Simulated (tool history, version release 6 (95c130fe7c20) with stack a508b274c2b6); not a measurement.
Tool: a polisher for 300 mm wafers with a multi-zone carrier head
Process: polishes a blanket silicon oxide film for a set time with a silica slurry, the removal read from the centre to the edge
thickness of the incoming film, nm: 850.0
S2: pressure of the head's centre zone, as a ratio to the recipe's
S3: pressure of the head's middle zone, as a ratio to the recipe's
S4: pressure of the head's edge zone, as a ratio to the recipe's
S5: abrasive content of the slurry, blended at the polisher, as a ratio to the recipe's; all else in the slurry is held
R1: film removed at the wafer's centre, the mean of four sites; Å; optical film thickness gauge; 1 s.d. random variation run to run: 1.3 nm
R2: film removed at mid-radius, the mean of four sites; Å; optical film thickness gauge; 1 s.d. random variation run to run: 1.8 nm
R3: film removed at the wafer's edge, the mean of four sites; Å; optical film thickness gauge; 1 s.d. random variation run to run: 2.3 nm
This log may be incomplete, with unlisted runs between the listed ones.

{"run": 1, "day": 0.0, "flow of slurry (ml/min)": 130, "S2": 1, "S3": 1, "S4": 1, "S5": 1, "polishing time (s)": 61, "R1": 3264.3, "R2": 3189.5, "R3": 3492.2}
{"run": 2, "day": 0.183, "flow of slurry (ml/min)": 125, "S2": 0.98, "S3": 0.98, "S4": 0.99, "S5": 0.95, "polishing time (s)": 60, "R1": 2985.1, "R2": 2994.5, "R3": 3257.4}
{"run": 3, "day": 0.546, "flow of slurry (ml/min)": 125, "S2": 0.98, "S3": 1.05, "S4": 0.99, "S5": 0.95, "polishing time (s)": 60, "R1": 3001.6, "R2": 3129, "R3": 3249}
{"run": 4, "day": 0.875, "flow of slurry (ml/min)": 150, "S2": 0.98, "S3": 1.05, "S4": 0.99, "S5": 0.95, "polishing time (s)": 60, "R1": 3211.8, "R2": 3279.8, "R3": 3370.8}
{"run": 5, "day": 1.129, "flow of slurry (ml/min)": 150, "S2": 0.98, "S3": 1.05, "S4": 0.99, "S5": 0.95, "polishing time (s)": 51, "R1": 2730.9, "R2": 2824.9, "R3": 2861.3}
{"run": 6, "day": 1.496, "flow of slurry (ml/min)": 150, "S2": 0.98, "S3": 1.05, "S4": 0.99, "S5": 0.95, "polishing time (s)": 39, "R1": 2070.9, "R2": 2133.1, "R3": 2157.6}
{"run": 7, "day": 1.588, "flow of slurry (ml/min)": 145, "S2": 0.97, "S3": 1.03, "S4": 1.01, "S5": 0.95, "polishing time (s)": 39, "R1": 2006, "R2": 2082.4, "R3": 2214}

What will run 8 give?
{"run": 8, "day": 1.617, "flow of slurry (ml/min)": 145, "S2": 0.97, "S3": 1.02, "S4": 1.02, "S5": 0.95, "polishing time (s)": 39, "R1": "?", "R2": "?", "R3": "?"}

R1: 2036.7 Å
R2: 2073.3 Å
R3: 2195.2 Å
